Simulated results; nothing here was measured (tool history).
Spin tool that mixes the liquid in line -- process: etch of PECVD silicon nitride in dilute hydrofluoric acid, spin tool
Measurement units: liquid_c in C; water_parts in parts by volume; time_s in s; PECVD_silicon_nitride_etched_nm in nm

| run | hour | liquid_c | water_parts | time_s | PECVD_silicon_nitride_etched_nm |
|---|---|---|---|---|---|
| 1 | 0.0 | 23.0 | 125 | 300 | 3.6962 |
| 2 | 6.8 | 23.0 | 155 | 300 | 3.0069 |
| 3 | 8.1 | 24.5 | 130 | 305 | 4.0330 |
| 4 | 11.4 | 26.0 | 110 | 305 | 5.3705 |
| 5 | 13.3 | 29.5 | 110 | 305 | 6.4767 |
| 6 | 15.7 | 29.5 | 110 | 320 | 6.8303 |

Forecast run 7:
| 7 | 17.4 | 30.0 | 100 | 320 | ? |

Run 7 measured PECVD_silicon_nitride_etched_nm 7.7829 nm.
